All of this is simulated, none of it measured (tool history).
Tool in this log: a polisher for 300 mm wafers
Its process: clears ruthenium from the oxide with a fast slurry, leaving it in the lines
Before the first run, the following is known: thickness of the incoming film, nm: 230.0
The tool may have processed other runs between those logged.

| run | hour | flow of slurry (ml/min) | pressure of the wafer on the pad (psi) | speed of the pad under the wafer (m/s) | abrasive content of the slurry | overpolish time after the end point (s) | time until the end point was called (s) | dishing of a wide line in a test structure (nm) |
|---|---|---|---|---|---|---|---|---|
| 1 | 0.0 | 245 | 3.0 | 0.90 | 1.0 | 12 | 49.513 | 44.085 |
| 2 | 4.6 | 245 | 3.2 | 0.90 | 1.0 | 12 | 46.960 | 46.462 |
| 3 | 10.8 | 245 | 3.2 | 1.12 | 1.0 | 12 | 38.356 | 53.539 |
| 4 | 16.1 | 245 | 3.3 | 1.12 | 1.0 | 12 | 37.306 | 55.217 |
| 5 | 21.5 | 245 | 3.0 | 1.12 | 1.0 | 12 | 40.005 | 52.834 |
| 6 | 29.8 | 245 | 2.6 | 1.12 | 1.0 | 12 | 43.718 | 50.102 |
| 7 | 31.9 | 245 | 2.7 | 1.12 | 1.0 | 12 | 43.262 | 50.216 |

Run 8, settings as shown, results not yet in. Your forecast:
| 8 | 33.2 | 245 | 2.7 | 1.12 | 1.0 | 12 | ? | ? |

Logged for run 8: time until the end point was called (s) 42.207, dishing of a wide line in a test structure (nm) 48.588.
